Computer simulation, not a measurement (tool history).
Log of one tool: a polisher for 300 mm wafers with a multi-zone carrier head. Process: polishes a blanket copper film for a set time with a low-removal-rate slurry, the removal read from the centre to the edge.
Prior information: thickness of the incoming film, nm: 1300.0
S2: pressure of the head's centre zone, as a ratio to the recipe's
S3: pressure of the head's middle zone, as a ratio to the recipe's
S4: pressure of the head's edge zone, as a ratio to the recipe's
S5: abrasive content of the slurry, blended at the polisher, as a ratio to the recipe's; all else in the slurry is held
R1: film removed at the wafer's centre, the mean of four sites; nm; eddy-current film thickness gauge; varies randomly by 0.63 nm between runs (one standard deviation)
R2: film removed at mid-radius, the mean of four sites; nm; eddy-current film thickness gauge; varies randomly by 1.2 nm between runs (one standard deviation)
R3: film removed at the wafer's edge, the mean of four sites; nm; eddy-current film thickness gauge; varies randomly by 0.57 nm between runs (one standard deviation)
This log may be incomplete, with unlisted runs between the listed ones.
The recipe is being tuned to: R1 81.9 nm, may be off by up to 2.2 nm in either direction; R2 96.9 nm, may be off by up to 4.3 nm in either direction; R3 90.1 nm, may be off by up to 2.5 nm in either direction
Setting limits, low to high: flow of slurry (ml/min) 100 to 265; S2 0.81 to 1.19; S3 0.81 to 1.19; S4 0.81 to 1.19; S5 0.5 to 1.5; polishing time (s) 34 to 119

run 1 day=0 | flow_of_slurry_(ml/min)=170 S2=1 S3=1 S4=1 S5=1 polishing_time_(s)=76 | R1=118.74 R2=121.06 R3=120.58
run 2 day=0.192 | flow_of_slurry_(ml/min)=170 S2=1 S3=1 S4=1.07 S5=1 polishing_time_(s)=76 | R1=120.2 R2=123.81 R3=123.37
run 3 day=0.375 | flow_of_slurry_(ml/min)=135 S2=1 S3=1 S4=1.07 S5=1 polishing_time_(s)=76 | R1=112.66 R2=118.2 R3=122.06
run 4 day=0.408 | flow_of_slurry_(ml/min)=135 S2=1 S3=1 S4=1.07 S5=0.85 polishing_time_(s)=76 | R1=110.75 R2=112.34 R3=116.8
run 5 day=0.688 | flow_of_slurry_(ml/min)=135 S2=1 S3=0.92 S4=1.07 S5=0.85 polishing_time_(s)=76 | R1=110.51 R2=105.83 R3=115.68
run 6 day=0.875 | flow_of_slurry_(ml/min)=145 S2=0.96 S3=0.96 S4=1.01 S5=0.75 polishing_time_(s)=74 | R1=101.32 R2=107.21 R3=108.04
run 7 day=0.933 | flow_of_slurry_(ml/min)=145 S2=0.94 S3=0.95 S4=0.97 S5=0.7 polishing_time_(s)=73 | R1=96.086 R2=102.42 R3=103.48
run 8 day=1.042 | flow_of_slurry_(ml/min)=140 S2=0.92 S3=0.96 S4=0.93 S5=0.65 polishing_time_(s)=72 | R1=89.107 R2=98.632 R3=97.665

Which one of the following 5 next-run settings gets every result inside its allowed miss? There is exactly one.
run A day=1.15 | flow_of_slurry_(ml/min)=125 S2=1.02 S3=0.93 S4=0.9 S5=0.75 polishing_time_(s)=75 | R1=? R2=? R3=?
run B day=1.15 | flow_of_slurry_(ml/min)=165 S2=0.85 S3=0.98 S4=0.98 S5=0.5 polishing_time_(s)=72 | R1=? R2=? R3=?
run C day=1.15 | flow_of_slurry_(ml/min)=145 S2=0.89 S3=1.02 S4=0.91 S5=0.7 polishing_time_(s)=66 | R1=? R2=? R3=?
run D day=1.15 | flow_of_slurry_(ml/min)=150 S2=0.9 S3=0.96 S4=0.93 S5=0.7 polishing_time_(s)=69 | R1=? R2=? R3=?
run E day=1.15 | flow_of_slurry_(ml/min)=140 S2=0.88 S3=0.95 S4=0.95 S5=0.65 polishing_time_(s)=71 | R1=? R2=? R3=?

move=A R1=104.75 R2=100.57 R3=101.84
move=B R1=80.182 R2=96.089 R3=95.406
move=C R1=81.615 R2=96.807 R3=90.26
move=D R1=86.838 R2=96.734 R3=95.803
move=E R1=84.598 R2=95.722 R3=96.939
A: moves away from the targets compared with the last run
B: meets the target for the result that was furthest off, but another lies outside its allowed miss
C: meets every target
D: nearer the targets than the last run, but a result is still out of spec
E: nearer the targets than the last run, but a result is still out of spec
Move C is the one to make.
